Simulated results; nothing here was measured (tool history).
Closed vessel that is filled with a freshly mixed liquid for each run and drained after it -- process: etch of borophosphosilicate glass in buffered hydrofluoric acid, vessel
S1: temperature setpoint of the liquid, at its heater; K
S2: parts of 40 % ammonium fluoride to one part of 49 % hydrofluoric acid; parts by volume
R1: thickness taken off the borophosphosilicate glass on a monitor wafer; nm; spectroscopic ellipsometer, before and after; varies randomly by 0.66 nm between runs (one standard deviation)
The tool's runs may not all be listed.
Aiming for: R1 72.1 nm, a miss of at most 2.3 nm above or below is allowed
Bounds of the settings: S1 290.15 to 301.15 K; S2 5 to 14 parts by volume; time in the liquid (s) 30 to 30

run 1 hour=0 | S1=293.15 S2=8.5 time_in_the_liquid_(s)=30 | R1=44.656
run 2 hour=5.9 | S1=295.15 S2=8.5 time_in_the_liquid_(s)=30 | R1=50.118
run 3 hour=14.3 | S1=297.15 S2=8.5 time_in_the_liquid_(s)=30 | R1=55.361
run 4 hour=17.5 | S1=298.65 S2=8.5 time_in_the_liquid_(s)=30 | R1=60.526
run 5 hour=21.9 | S1=299.65 S2=8.5 time_in_the_liquid_(s)=30 | R1=63.323
run 6 hour=31 | S1=299.65 S2=8.5 time_in_the_liquid_(s)=30 | R1=63.067
run 7 hour=37.3 | S1=299.65 S2=8.5 time_in_the_liquid_(s)=30 | R1=63.421
run 8 hour=42.3 | S1=300.15 S2=8.5 time_in_the_liquid_(s)=30 | R1=64.962
run 9 hour=47.8 | S1=300.65 S2=8.5 time_in_the_liquid_(s)=30 | R1=67.131
run 10 hour=50.3 | S1=301.15 S2=8.5 time_in_the_liquid_(s)=30 | R1=68.56

Of the 4 settings listed for the next run, only one would bring every result within its allowed miss of target. Which one?
run A hour=52.8 | S1=300.65 S2=8.5 time_in_the_liquid_(s)=30 | R1=?
run B hour=52.8 | S1=299.65 S2=7.5 time_in_the_liquid_(s)=30 | R1=?
run C hour=52.8 | S1=299.65 S2=7 time_in_the_liquid_(s)=30 | R1=?
run D hour=52.8 | S1=301.15 S2=9 time_in_the_liquid_(s)=30 | R1=?

move=A R1=66.721
move=B R1=72.566
move=C R1=78.244
move=D R1=64.347
A: its largest miss is bigger than the last run's
B: each result inside its tolerance
C: pushes the last run's worst result past its target
D: its largest miss is bigger than the last run's
So the answer is move B, the one that meets all the targets.
